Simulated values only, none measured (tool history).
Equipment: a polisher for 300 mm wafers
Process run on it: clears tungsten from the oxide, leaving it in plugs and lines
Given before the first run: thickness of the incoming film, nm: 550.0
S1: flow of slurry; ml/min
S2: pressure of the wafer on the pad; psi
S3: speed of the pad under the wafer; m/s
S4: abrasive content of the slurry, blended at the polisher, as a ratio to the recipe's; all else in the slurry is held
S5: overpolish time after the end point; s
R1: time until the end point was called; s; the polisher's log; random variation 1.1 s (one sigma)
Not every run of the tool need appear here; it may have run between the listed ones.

run	hour	S1	S2	S3	S4	S5	R1
1	0.0	260	3.8	0.90	1.0	6	127.91
2	7.2	260	3.8	0.90	1.1	6	120.07
3	15.2	260	4.1	0.90	1.1	6	114.31
4	21.1	260	3.3	0.90	1.1	6	139.56
5	24.2	260	3.8	0.90	1.1	6	123.02
6	31.9	305	3.8	0.90	1.1	6	121.29

Estimate the outcome of run 7 from the log above:
7	34.2	305	4.1	0.90	1.1	6	?

R1: 113.39 s
